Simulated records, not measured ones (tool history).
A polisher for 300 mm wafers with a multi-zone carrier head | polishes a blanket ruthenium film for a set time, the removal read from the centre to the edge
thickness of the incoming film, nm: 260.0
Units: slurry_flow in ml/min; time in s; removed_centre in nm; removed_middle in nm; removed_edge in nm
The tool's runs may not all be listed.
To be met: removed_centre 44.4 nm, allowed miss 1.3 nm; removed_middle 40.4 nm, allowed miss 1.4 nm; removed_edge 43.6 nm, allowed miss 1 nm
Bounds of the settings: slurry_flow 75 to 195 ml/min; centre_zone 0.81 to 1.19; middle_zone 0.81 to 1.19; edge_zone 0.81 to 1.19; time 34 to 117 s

run  hour  slurry_flow  centre_zone  middle_zone  edge_zone  time  removed_centre  removed_middle  removed_edge
  1     0          125            1            1          1    75          81.044           78.62        79.658
  2   5.1          115         0.99         0.96       0.96    65          68.326          63.673        66.845
  3  13.8          115         0.93         0.96       0.96    65          65.718           65.24        67.058
  4  16.4          115         0.93         1.05       0.96    65          65.482          68.889        66.473
  5  18.6          115         0.93         1.05       0.96    54          53.934          57.208        55.502
  6  21.6          115         0.93         1.09       0.96    54          54.731          59.339        55.375
  7  22.2          105         0.94         1.04       0.94    50          48.464            51.4         49.54
  8  29.2           95         0.96            1       0.93    50          48.287          47.593        48.435
  9  32.1           75         0.94          0.9       0.83    47          40.017          38.229        40.671
 10  37.6           80         0.94         0.89       0.83    47          41.368          38.852        41.788
 11  45.5           85         0.94         0.89       0.83    47           41.91          39.248        42.573
 12  50.8          105         0.96         0.89       0.82    47           47.27          42.618        44.667
 13  53.7          105         0.96         0.89       0.82    47          47.009           42.85        44.515
 14  54.4           80         0.95         0.86       0.83    47          41.159           37.69         41.48

Which of these 5 next moves meets every target?
  A  55.1           75         0.88         1.03       1.07    46               ?               ?             ?
  B  55.1           90         1.02         0.85       0.81    48               ?               ?             ?
  C  55.1           85         0.95         0.87       0.81    49               ?               ?             ?
  D  55.1           75         0.92            1       0.92    46               ?               ?             ?
  E  55.1           90         0.92         0.96       0.81    44               ?               ?             ?

move  removed_centre  removed_middle  removed_edge
   A          37.701           41.48        44.756
   B          47.596          39.728        43.131
   C           45.04          40.463        43.399
   D          38.874          40.458        41.635
   E          40.581          40.305        39.479
A: further off than the last run
B: takes the result that was furthest off past its target
C: meets every target
D: further off than the last run
E: further off than the last run
Answer: C
